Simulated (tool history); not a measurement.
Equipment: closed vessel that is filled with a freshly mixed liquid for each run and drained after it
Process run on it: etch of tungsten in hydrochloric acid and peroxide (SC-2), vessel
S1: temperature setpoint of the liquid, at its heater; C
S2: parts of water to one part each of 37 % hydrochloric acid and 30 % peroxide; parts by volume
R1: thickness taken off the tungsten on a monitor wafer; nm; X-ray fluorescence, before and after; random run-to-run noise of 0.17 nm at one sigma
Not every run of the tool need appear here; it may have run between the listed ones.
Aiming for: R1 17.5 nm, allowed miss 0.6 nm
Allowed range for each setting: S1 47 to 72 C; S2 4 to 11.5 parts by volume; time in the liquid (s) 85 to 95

{"run": 1, "hour": 0.0, "S1": 63, "S2": 6.5, "time in the liquid (s)": 85, "R1": 30.404}
{"run": 2, "hour": 1.0, "S1": 63, "S2": 6.5, "time in the liquid (s)": 85, "R1": 30.824}
{"run": 3, "hour": 7.0, "S1": 61, "S2": 6.5, "time in the liquid (s)": 85, "R1": 26.742}
{"run": 4, "hour": 12.8, "S1": 61, "S2": 5.5, "time in the liquid (s)": 85, "R1": 30.647}
{"run": 5, "hour": 13.3, "S1": 59, "S2": 5.5, "time in the liquid (s)": 85, "R1": 26.916}
{"run": 6, "hour": 16.9, "S1": 57.5, "S2": 5.5, "time in the liquid (s)": 85, "R1": 24.509}
{"run": 7, "hour": 20.3, "S1": 56, "S2": 5.5, "time in the liquid (s)": 85, "R1": 22.406}
{"run": 8, "hour": 29.0, "S1": 55, "S2": 5.5, "time in the liquid (s)": 85, "R1": 21.39}
{"run": 9, "hour": 36.3, "S1": 51, "S2": 5.5, "time in the liquid (s)": 85, "R1": 16.297}

Which of these 5 next moves meets every target?
{"run": "A", "hour": 43.6, "S1": 50, "S2": 5.5, "time in the liquid (s)": 85, "R1": "?"}
{"run": "B", "hour": 43.6, "S1": 48, "S2": 5, "time in the liquid (s)": 95, "R1": "?"}
{"run": "C", "hour": 43.6, "S1": 50.5, "S2": 6, "time in the liquid (s)": 90, "R1": "?"}
{"run": "D", "hour": 43.6, "S1": 52.5, "S2": 5.5, "time in the liquid (s)": 85, "R1": "?"}
{"run": "E", "hour": 43.6, "S1": 50, "S2": 5.5, "time in the liquid (s)": 90, "R1": "?"}

move=A R1=14.998
move=B R1=15.689
move=C R1=15.395
move=D R1=17.717
move=E R1=15.88
A: further off than the last run
B: further off than the last run
C: further off than the last run
D: meets every target
E: further off than the last run
Answer: D
